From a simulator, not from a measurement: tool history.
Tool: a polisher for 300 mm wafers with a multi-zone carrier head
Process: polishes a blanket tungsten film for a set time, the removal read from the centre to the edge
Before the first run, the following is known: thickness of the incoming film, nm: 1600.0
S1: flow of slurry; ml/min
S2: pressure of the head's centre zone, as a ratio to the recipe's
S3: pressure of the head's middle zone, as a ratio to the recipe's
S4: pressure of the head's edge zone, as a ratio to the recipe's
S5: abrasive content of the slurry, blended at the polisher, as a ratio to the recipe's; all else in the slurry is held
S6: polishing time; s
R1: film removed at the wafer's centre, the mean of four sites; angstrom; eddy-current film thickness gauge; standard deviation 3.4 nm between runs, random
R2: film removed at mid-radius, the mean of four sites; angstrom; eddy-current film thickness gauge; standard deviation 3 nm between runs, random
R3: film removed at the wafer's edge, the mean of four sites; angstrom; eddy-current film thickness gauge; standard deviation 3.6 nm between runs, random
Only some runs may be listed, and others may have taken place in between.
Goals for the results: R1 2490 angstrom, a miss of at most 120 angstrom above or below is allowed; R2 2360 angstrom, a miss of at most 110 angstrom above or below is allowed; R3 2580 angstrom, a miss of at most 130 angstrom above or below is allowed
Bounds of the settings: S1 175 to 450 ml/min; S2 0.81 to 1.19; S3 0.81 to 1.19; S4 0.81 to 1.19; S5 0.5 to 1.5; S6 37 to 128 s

Run 1, hour 0: S1 290 ml/min, S2 1, S3 1, S4 1, S5 1, S6 82 s. Result: R1 3340.4 angstrom, R2 3226.4 angstrom, R3 3278.2 angstrom.
Run 2, hour 6.5: S1 290 ml/min, S2 1.03, S3 1, S4 1, S5 1, S6 82 s. Result: R1 3356 angstrom, R2 3406.4 angstrom, R3 3332.2 angstrom.
Run 3, hour 12.4: S1 285 ml/min, S2 1, S3 1, S4 1, S5 0.9, S6 80 s. Result: R1 3103 angstrom, R2 3209.2 angstrom, R3 3101.4 angstrom.
Run 4, hour 17.2: S1 285 ml/min, S2 0.98, S3 0.96, S4 0.99, S5 0.85, S6 79 s. Result: R1 3011.5 angstrom, R2 3001.2 angstrom, R3 2994.3 angstrom.
Run 5, hour 18.4: S1 285 ml/min, S2 0.98, S3 0.96, S4 0.93, S5 0.85, S6 79 s. Result: R1 3072.4 angstrom, R2 3027.5 angstrom, R3 2868.9 angstrom.
Run 6, hour 23.4: S1 285 ml/min, S2 0.92, S3 0.96, S4 0.93, S5 0.85, S6 79 s. Result: R1 2826.6 angstrom, R2 2963.6 angstrom, R3 2950.3 angstrom.
Run 7, hour 28.2: S1 285 ml/min, S2 0.91, S3 0.93, S4 0.93, S5 0.8, S6 78 s. Result: R1 2803.2 angstrom, R2 2895.4 angstrom, R3 2871.1 angstrom.
Run 8, hour 31.3: S1 280 ml/min, S2 0.91, S3 0.91, S4 0.94, S5 0.8, S6 76 s. Result: R1 2664.7 angstrom, R2 2724.8 angstrom, R3 2734.1 angstrom.
Run 9, hour 38.5: S1 275 ml/min, S2 0.91, S3 0.89, S4 0.95, S5 0.8, S6 75 s. Result: R1 2612 angstrom, R2 2706.4 angstrom, R3 2779.1 angstrom.
Run 10, hour 47: S1 275 ml/min, S2 0.91, S3 0.89, S4 0.95, S5 0.8, S6 75 s. Result: R1 2554.7 angstrom, R2 2659.5 angstrom, R3 2794.3 angstrom.
Run 11, hour 48.8: S1 275 ml/min, S2 0.92, S3 0.87, S4 0.95, S5 0.8, S6 74 s. Result: R1 2617.2 angstrom, R2 2552.9 angstrom, R3 2793.3 angstrom.

Next run, 4 choices. One meets every target within its allowed miss, the rest don't. Which?
Run A, hour 50.6: S1 290 ml/min, S2 0.9, S3 0.92, S4 0.89, S5 0.9, S6 68 s. Result: R1 ?, R2 ?, R3 ?.
Run B, hour 50.6: S1 175 ml/min, S2 0.92, S3 0.82, S4 0.85, S5 0.7, S6 78 s. Result: R1 ?, R2 ?, R3 ?.
Run C, hour 50.6: S1 245 ml/min, S2 0.9, S3 0.86, S4 1.03, S5 0.75, S6 78 s. Result: R1 ?, R2 ?, R3 ?.
Run D, hour 50.6: S1 270 ml/min, S2 0.88, S3 0.81, S4 1.01, S5 0.85, S6 76 s. Result: R1 ?, R2 ?, R3 ?.

move      R1      R2      R3
   A  2409.8  2542.8  2473.1
   B  2499.5  2378.6  2539.4
   C  2629.8  2637.4  2893.4
   D  2584.9  2528.7  2874.7
A: an improvement on the last run, though not all results are within tolerance
B: meets every target
C: the biggest miss grows against the last run
D: the biggest miss grows against the last run
Move B is the one to make.

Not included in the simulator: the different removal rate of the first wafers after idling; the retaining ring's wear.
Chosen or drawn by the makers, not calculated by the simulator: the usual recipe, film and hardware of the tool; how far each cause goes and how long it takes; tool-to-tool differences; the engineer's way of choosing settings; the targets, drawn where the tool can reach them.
